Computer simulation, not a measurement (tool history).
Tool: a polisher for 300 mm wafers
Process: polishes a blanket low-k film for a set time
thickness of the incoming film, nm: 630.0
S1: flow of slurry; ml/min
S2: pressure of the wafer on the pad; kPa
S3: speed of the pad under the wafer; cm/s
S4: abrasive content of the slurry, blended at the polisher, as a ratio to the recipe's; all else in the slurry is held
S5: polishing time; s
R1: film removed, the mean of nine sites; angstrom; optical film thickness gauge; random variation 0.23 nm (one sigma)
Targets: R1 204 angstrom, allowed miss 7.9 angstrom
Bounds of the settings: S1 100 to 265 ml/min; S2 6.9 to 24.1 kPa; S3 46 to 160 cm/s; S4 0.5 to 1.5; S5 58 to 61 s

Run 1, hour 0: S1 170 ml/min, S2 15.2 kPa, S3 102 cm/s, S4 1, S5 58 s. Result: R1 252.01 angstrom.
Run 2, hour 0.6: S1 170 ml/min, S2 15.2 kPa, S3 120 cm/s, S4 1, S5 58 s. Result: R1 288.07 angstrom.
Run 3, hour 6.9: S1 170 ml/min, S2 18.6 kPa, S3 120 cm/s, S4 1, S5 58 s. Result: R1 356.18 angstrom.
Run 4, hour 7.6: S1 170 ml/min, S2 20 kPa, S3 120 cm/s, S4 1, S5 58 s. Result: R1 378.69 angstrom.
Run 5, hour 13.3: S1 170 ml/min, S2 20 kPa, S3 120 cm/s, S4 1, S5 58 s. Result: R1 384.43 angstrom.
Run 6, hour 20.4: S1 170 ml/min, S2 22.8 kPa, S3 120 cm/s, S4 1, S5 58 s. Result: R1 427.29 angstrom.
Run 7, hour 28.8: S1 170 ml/min, S2 20.7 kPa, S3 118 cm/s, S4 1, S5 58 s. Result: R1 383.06 angstrom.
Run 8, hour 30.3: S1 170 ml/min, S2 20.7 kPa, S3 118 cm/s, S4 1, S5 58 s. Result: R1 390.27 angstrom.
Run 9, hour 36: S1 170 ml/min, S2 20.7 kPa, S3 118 cm/s, S4 1, S5 58 s. Result: R1 386.33 angstrom.
Run 10, hour 39.8: S1 170 ml/min, S2 18.6 kPa, S3 118 cm/s, S4 1, S5 58 s. Result: R1 344.35 angstrom.
Run 11, hour 42.1: S1 170 ml/min, S2 18.6 kPa, S3 118 cm/s, S4 1, S5 58 s. Result: R1 356.26 angstrom.
Run 12, hour 44.8: S1 170 ml/min, S2 17.2 kPa, S3 118 cm/s, S4 1, S5 58 s. Result: R1 324.6 angstrom.
Run 13, hour 52.3: S1 170 ml/min, S2 15.9 kPa, S3 118 cm/s, S4 1, S5 58 s. Result: R1 301.84 angstrom.
Run 14, hour 55.7: S1 170 ml/min, S2 14.5 kPa, S3 118 cm/s, S4 1, S5 58 s. Result: R1 271.71 angstrom.
Run 15, hour 59.4: S1 170 ml/min, S2 13.8 kPa, S3 118 cm/s, S4 1, S5 58 s. Result: R1 258.77 angstrom.
Run 16, hour 65.6: S1 170 ml/min, S2 13.1 kPa, S3 118 cm/s, S4 1, S5 58 s. Result: R1 245.19 angstrom.
Run 17, hour 69.2: S1 170 ml/min, S2 12.4 kPa, S3 118 cm/s, S4 1, S5 58 s. Result: R1 232.5 angstrom.

Which of these 5 next moves meets every target?
Run A, hour 72.8: S1 175 ml/min, S2 12.4 kPa, S3 124 cm/s, S4 1, S5 59 s. Result: R1 ?.
Run B, hour 72.8: S1 190 ml/min, S2 12.4 kPa, S3 118 cm/s, S4 1.05, S5 61 s. Result: R1 ?.
Run C, hour 72.8: S1 160 ml/min, S2 11 kPa, S3 138 cm/s, S4 1.1, S5 59 s. Result: R1 ?.
Run D, hour 72.8: S1 175 ml/min, S2 11 kPa, S3 128 cm/s, S4 1, S5 58 s. Result: R1 ?.
Run E, hour 72.8: S1 130 ml/min, S2 8.3 kPa, S3 150 cm/s, S4 1.1, S5 61 s. Result: R1 ?.

move      R1
   A  249.36
   B  258.72
   C  253.55
   D  224.52
   E  204.83
A: further off than the last run
B: further off than the last run
C: further off than the last run
D: nearer than the last run, and not there yet
E: meets every target
Move E is the one to make.
